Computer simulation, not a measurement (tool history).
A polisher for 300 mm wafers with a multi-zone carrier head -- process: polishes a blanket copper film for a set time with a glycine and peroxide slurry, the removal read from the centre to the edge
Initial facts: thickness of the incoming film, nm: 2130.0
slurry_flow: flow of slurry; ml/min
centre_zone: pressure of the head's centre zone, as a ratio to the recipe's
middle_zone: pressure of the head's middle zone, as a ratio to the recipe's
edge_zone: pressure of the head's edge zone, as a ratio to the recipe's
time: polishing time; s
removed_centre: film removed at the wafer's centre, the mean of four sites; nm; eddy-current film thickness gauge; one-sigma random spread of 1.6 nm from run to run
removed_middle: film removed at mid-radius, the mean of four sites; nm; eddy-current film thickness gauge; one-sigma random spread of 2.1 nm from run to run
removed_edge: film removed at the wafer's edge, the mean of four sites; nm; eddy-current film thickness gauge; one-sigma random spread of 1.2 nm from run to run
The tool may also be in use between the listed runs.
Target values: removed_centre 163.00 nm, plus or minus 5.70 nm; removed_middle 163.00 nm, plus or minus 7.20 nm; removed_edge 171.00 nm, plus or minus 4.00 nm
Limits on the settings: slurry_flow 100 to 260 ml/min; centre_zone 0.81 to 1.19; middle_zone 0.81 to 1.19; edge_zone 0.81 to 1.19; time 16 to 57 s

run,hour,slurry_flow,centre_zone,middle_zone,edge_zone,time,removed_centre,removed_middle,removed_edge
1,0.0,165,1.00,1.00,1.00,36,139.94,141.94,134.29
2,8.4,165,1.06,1.00,1.00,36,146.05,144.17,134.37
3,17.2,165,1.06,1.00,1.00,44,180.63,172.51,164.53
4,21.8,165,1.06,1.07,1.00,44,178.02,186.22,162.59
5,26.7,160,1.05,1.06,1.01,44,180.36,175.74,162.41
6,30.7,160,1.03,1.05,1.01,44,176.18,176.24,165.03
7,32.9,160,1.02,1.05,1.01,44,173.97,177.78,164.05
8,40.8,160,1.01,1.04,1.02,44,171.77,176.29,163.04
9,46.8,160,1.00,1.03,1.03,44,168.34,177.73,165.71
10,51.4,155,1.00,1.01,1.04,44,168.04,168.04,164.81
# hour 52.2: edge zone pressure recalibrated
11,52.2,155,0.99,1.01,1.05,44,168.61,172.28,169.95
12,53.0,155,0.99,1.00,1.05,44,168.01,171.39,169.53

Exactly one of the 5 candidate moves below puts every result within its allowed miss. Which one?
A,53.8,185,0.97,0.94,1.09,43,?,?,?
B,53.8,155,1.04,0.87,1.08,41,?,?,?
C,53.8,160,0.98,0.96,0.99,43,?,?,?
D,53.8,125,1.01,0.85,1.12,44,?,?,?
E,53.8,170,1.02,1.06,1.05,43,?,?,?

move,removed_centre,removed_middle,removed_edge
A,163.38,160.75,173.69
B,161.95,139.81,161.76
C,161.02,160.04,163.14
D,161.46,141.62,171.98
E,169.59,175.65,168.72
A: all results in spec
B: moves the result that the last run missed by most past its target, out the other side
C: brings the last run's worst result on target, with another outside its allowed miss
D: moves the result that the last run missed by most past its target, out the other side
E: lands further from the targets than the last run did
The right move is A.

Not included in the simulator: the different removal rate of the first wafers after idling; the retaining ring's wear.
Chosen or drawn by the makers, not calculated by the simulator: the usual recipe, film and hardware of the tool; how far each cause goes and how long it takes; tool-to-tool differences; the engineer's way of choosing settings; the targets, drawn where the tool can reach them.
